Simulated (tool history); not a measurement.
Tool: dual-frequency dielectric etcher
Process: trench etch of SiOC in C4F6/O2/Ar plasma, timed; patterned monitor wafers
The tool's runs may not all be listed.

run    day  source power (W)  bias power (W)  etch time (s)  mean etch depth across the wafer (angstrom)
  1  0.000               350             140           28.5                                       498.79
  2  0.258               340             139           28.5                                       490.35
  3  0.458               340             139           30.0                                       516.70
  4  0.650               340             139           28.5                                       490.25
  5  1.004               340             126           28.5                                       477.39
  6  1.175               370             126           28.5                                       495.67
  7  1.400               360             125           28.5                                       488.96
  8  1.471               350             124           28.5                                       479.79

Forecast run 9:
  9  1.517               280             117           28.5                                            ?

Run 9 gave mean etch depth across the wafer (angstrom) 427.76.
